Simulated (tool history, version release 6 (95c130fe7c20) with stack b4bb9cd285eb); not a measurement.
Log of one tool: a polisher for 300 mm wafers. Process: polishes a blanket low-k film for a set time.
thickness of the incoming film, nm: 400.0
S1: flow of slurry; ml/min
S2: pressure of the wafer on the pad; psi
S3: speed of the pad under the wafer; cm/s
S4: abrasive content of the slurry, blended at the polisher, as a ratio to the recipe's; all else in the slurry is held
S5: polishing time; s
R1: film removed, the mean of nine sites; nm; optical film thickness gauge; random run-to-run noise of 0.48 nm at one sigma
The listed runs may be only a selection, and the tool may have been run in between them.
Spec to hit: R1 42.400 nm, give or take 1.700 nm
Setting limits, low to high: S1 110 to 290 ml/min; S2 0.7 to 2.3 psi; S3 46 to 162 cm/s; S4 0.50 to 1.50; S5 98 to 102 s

run 1 hour=0.0 | S1=185 S2=1.5 S3=104 S4=1.00 S5=98 | R1=29.823
run 2 hour=1.4 | S1=185 S2=1.6 S3=104 S4=1.00 S5=98 | R1=31.736
run 3 hour=2.9 | S1=185 S2=1.3 S3=104 S4=1.00 S5=98 | R1=27.393
run 4 hour=6.0 | S1=185 S2=1.3 S3=104 S4=1.15 S5=98 | R1=29.462
run 5 hour=11.4 | S1=185 S2=1.3 S3=88 S4=1.15 S5=98 | R1=25.926
run 6 hour=18.2 | S1=230 S2=1.3 S3=88 S4=1.15 S5=98 | R1=26.879
run 7 hour=21.8 | S1=230 S2=1.5 S3=90 S4=1.15 S5=98 | R1=30.410
run 8 hour=26.8 | S1=235 S2=1.9 S3=94 S4=1.15 S5=98 | R1=37.281
run 9 hour=35.1 | S1=235 S2=2.0 S3=96 S4=1.15 S5=98 | R1=39.022
run 10 hour=37.6 | S1=235 S2=2.1 S3=96 S4=1.15 S5=98 | R1=39.516

Pick the move, out of 5, that brings all results within their allowed miss; only one does.
run A hour=40.1 | S1=245 S2=2.1 S3=126 S4=1.00 S5=102 | R1=?
run B hour=40.1 | S1=205 S2=2.2 S3=106 S4=1.25 S5=102 | R1=?
run C hour=40.1 | S1=205 S2=2.2 S3=104 S4=1.00 S5=102 | R1=?
run D hour=40.1 | S1=290 S2=2.3 S3=74 S4=1.05 S5=98 | R1=?
run E hour=40.1 | S1=280 S2=2.2 S3=70 S4=1.30 S5=102 | R1=?

move=A R1=47.688
move=B R1=47.755
move=C R1=42.295
move=D R1=35.830
move=E R1=38.333
A: carries the result that was furthest off beyond its target, to the other side
B: carries the result that was furthest off beyond its target, to the other side
C: in spec on every target
D: moves away from the targets compared with the last run
E: moves away from the targets compared with the last run
Answer: C
